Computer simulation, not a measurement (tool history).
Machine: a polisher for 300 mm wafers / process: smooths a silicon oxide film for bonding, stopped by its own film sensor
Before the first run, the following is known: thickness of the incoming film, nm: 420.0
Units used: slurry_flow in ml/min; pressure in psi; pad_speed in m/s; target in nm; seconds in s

run	hour	slurry_flow	pressure	pad_speed	slurry_solids	target	seconds
1	0	245	1.9	1.14	1	312	135.78
2	8	245	1.7	1.04	1	312	161.15
3	9.1	245	1.7	1.04	1	307	170.42
4	13.8	245	1.5	0.96	1	307	203.06
5	15.7	245	1.4	0.92	1	307	232.73
6	21.9	245	1.3	0.9	1	307	240.67
7	25.1	245	1.2	0.88	1	307	278.49

The next listed run, before its measurement:
8	31.9	245	0.9	0.88	1	307	?

{"run 8": {"seconds": 356.47}}
